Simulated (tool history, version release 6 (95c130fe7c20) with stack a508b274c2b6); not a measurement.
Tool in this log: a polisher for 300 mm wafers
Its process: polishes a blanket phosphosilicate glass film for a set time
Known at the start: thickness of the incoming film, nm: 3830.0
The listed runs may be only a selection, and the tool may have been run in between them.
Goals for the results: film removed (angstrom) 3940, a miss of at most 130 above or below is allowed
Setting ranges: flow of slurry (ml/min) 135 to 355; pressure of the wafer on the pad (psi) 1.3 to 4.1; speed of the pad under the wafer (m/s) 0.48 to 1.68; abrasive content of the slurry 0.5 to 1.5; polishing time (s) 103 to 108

run    day  flow of slurry (ml/min)  pressure of the wafer on the pad (psi)  speed of the pad under the wafer (m/s)  abrasive content of the slurry  polishing time (s)  film removed (angstrom)
  1      0                      225                                     2.7                                    1.08                               1                 103                   7298.5
  2  0.292                      225                                     2.4                                    1.06                               1                 103                   6449.2
  3  0.329                      225                                     2.4                                    0.96                               1                 103                   5892.2
  4  0.654                      190                                     2.4                                    0.96                               1                 103                   5762.8
  5    0.8                      185                                     2.2                                    0.96                               1                 103                   5321.5
  6  1.008                      185                                     2.1                                    0.96                               1                 103                   5029.3
  7  1.167                      180                                       2                                    0.96                               1                 103                   4791.5
  8  1.217                      180                                       2                                    0.96                               1                 103                   4807.6
  9  1.512                      175                                     1.9                                    0.96                               1                 103                   4578.4
 10  1.833                      170                                     1.5                                    0.96                               1                 103                   3612.4

Which one of the following 5 next-run settings gets every result inside its allowed miss? There is exactly one.
  A  2.154                      190                                     1.5                                    0.86                             1.1                 103                        ?
  B  2.154                      135                                     1.5                                    1.02                            0.95                 103                        ?
  C  2.154                      220                                     1.3                                    1.46                            0.75                 103                        ?
  D  2.154                      185                                     2.3                                     0.6                            0.95                 108                        ?
  E  2.154                      150                                     1.8                                       1                             0.9                 105                        ?

move  film removed (angstrom)
   A                   3459.4
   B                     3533
   C                   4140.4
   D                   3880.9
   E                   4238.2
A: lands further from the targets than the last run did
B: lands further from the targets than the last run did
C: takes the biggest miss from the last run beyond its target
D: all results in spec
E: takes the biggest miss from the last run beyond its target
D is the move that brings every result within its allowed miss.
